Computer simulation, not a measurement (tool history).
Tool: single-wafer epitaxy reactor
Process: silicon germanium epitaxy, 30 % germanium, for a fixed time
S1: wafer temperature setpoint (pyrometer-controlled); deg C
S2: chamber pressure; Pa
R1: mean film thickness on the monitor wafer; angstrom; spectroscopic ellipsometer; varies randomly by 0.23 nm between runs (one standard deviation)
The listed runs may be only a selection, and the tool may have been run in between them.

run	day	S1	S2	R1
1	0.000	590	3480	539.67
2	0.104	587	3466	501.73
3	0.312	587	2920	478.09
4	0.679	587	3466	503.35
5	0.946	592	3466	560.90
6	1.075	589	3453	523.29
7	1.129	587	3440	503.04
8	1.196	576	3400	391.58

Estimate the outcome of run 9 from the log above:
9	1.267	577	3400	?

For run 9 the tool returned R1 402.05 angstrom.
